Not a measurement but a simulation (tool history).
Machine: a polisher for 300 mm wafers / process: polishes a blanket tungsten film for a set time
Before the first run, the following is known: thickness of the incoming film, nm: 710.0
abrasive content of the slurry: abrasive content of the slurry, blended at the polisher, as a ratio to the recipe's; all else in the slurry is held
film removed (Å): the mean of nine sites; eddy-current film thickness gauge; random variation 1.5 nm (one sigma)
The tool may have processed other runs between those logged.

run,hour,flow of slurry (ml/min),pressure of the wafer on the pad (kPa),speed of the pad under the wafer (cm/s),abrasive content of the slurry,polishing time (s),film removed (Å)
1,0.0,305,16.5,122,1.0,78,2510.4
2,8.1,305,15.9,122,1.0,78,2422.9
3,16.6,305,15.2,122,1.0,78,2318.9
4,20.5,305,14.5,122,1.0,78,2223.6
# hour 25.0: slurry nozzle cleaned
5,25.0,305,17.9,122,1.0,78,2841.8
6,31.9,305,17.2,122,1.0,78,2697.0
7,38.8,305,16.5,122,1.0,78,2603.7
8,40.4,305,15.9,122,1.0,78,2517.8
9,48.7,305,15.2,122,1.0,78,2454.0
10,52.6,305,14.5,122,1.0,78,2258.5
11,60.4,305,13.8,122,1.0,78,2200.7

Run 12 comes next. What will it give?
12,65.9,305,13.1,122,1.0,78,?

film removed (Å): 2068.2
